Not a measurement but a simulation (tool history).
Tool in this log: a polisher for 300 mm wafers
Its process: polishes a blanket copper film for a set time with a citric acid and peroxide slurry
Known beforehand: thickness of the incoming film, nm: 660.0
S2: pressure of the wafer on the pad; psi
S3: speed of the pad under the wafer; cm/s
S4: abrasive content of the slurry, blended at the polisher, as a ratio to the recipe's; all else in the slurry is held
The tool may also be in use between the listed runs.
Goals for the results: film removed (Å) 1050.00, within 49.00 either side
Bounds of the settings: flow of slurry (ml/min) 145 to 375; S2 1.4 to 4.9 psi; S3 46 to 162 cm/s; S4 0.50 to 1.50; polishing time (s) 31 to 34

{"run": 1, "hour": 0.0, "flow of slurry (ml/min)": 240, "S2": 3.1, "S3": 104, "S4": 1.0, "polishing time (s)": 34, "film removed (Å)": 740.49}
{"run": 2, "hour": 8.7, "flow of slurry (ml/min)": 240, "S2": 3.1, "S3": 104, "S4": 0.9, "polishing time (s)": 34, "film removed (Å)": 740.25}
{"run": 3, "hour": 16.8, "flow of slurry (ml/min)": 240, "S2": 3.4, "S3": 104, "S4": 0.9, "polishing time (s)": 34, "film removed (Å)": 816.15}
{"run": 4, "hour": 21.5, "flow of slurry (ml/min)": 240, "S2": 3.6, "S3": 104, "S4": 0.9, "polishing time (s)": 34, "film removed (Å)": 822.9}
{"run": 5, "hour": 26.1, "flow of slurry (ml/min)": 240, "S2": 3.9, "S3": 106, "S4": 0.9, "polishing time (s)": 34, "film removed (Å)": 920.73}
{"run": 6, "hour": 30.7, "flow of slurry (ml/min)": 240, "S2": 4.0, "S3": 106, "S4": 0.9, "polishing time (s)": 34, "film removed (Å)": 942.82}
{"run": 7, "hour": 34.9, "flow of slurry (ml/min)": 240, "S2": 4.1, "S3": 106, "S4": 0.9, "polishing time (s)": 34, "film removed (Å)": 976.49}
{"run": 8, "hour": 38.1, "flow of slurry (ml/min)": 240, "S2": 4.2, "S3": 106, "S4": 0.9, "polishing time (s)": 34, "film removed (Å)": 960.36}
{"run": 9, "hour": 42.0, "flow of slurry (ml/min)": 240, "S2": 4.3, "S3": 106, "S4": 0.9, "polishing time (s)": 34, "film removed (Å)": 977.73}

Which single option among these 4 for the next run brings every result within its allowed miss of target? Just one does.
{"run": "A", "hour": 45.9, "flow of slurry (ml/min)": 275, "S2": 3.9, "S3": 112, "S4": 1.1, "polishing time (s)": 34, "film removed (Å)": "?"}
{"run": "B", "hour": 45.9, "flow of slurry (ml/min)": 375, "S2": 4.7, "S3": 100, "S4": 0.75, "polishing time (s)": 31, "film removed (Å)": "?"}
{"run": "C", "hour": 45.9, "flow of slurry (ml/min)": 305, "S2": 4.4, "S3": 106, "S4": 0.8, "polishing time (s)": 31, "film removed (Å)": "?"}
{"run": "D", "hour": 45.9, "flow of slurry (ml/min)": 215, "S2": 4.4, "S3": 96, "S4": 0.95, "polishing time (s)": 31, "film removed (Å)": "?"}

move=A film_removed_(Å)=1022.90
move=B film_removed_(Å)=926.52
move=C film_removed_(Å)=923.07
move=D film_removed_(Å)=836.45
A: every result within its allowed miss
B: misses by more than the last run did
C: misses by more than the last run did
D: misses by more than the last run did
Move A is the one to make.
